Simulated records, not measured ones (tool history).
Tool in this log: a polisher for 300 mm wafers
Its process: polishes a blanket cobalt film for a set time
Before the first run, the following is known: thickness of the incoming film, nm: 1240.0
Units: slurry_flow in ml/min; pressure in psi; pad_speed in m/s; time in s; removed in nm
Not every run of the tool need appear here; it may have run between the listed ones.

run 1 day=0 | slurry_flow=240 pressure=2.3 pad_speed=0.8 time=17 | removed=79.279
run 2 day=0.221 | slurry_flow=240 pressure=2.2 pad_speed=0.8 time=17 | removed=75.721
run 3 day=0.558 | slurry_flow=240 pressure=2.1 pad_speed=0.8 time=17 | removed=71.593
run 4 day=0.912 | slurry_flow=240 pressure=2.1 pad_speed=0.88 time=17 | removed=78.071
run 5 day=0.992 | slurry_flow=240 pressure=2 pad_speed=0.88 time=17 | removed=73.209
run 6 day=1.062 | slurry_flow=240 pressure=1.9 pad_speed=0.88 time=17 | removed=69.301
run 7 day=1.2 | slurry_flow=240 pressure=1.8 pad_speed=0.88 time=17 | removed=67.075

Run 8, settings as shown, results not yet in. Your forecast:
run 8 day=1.342 | slurry_flow=230 pressure=1.2 pad_speed=0.88 time=17 | removed=?

Run 8 produced removed 45.037 nm.
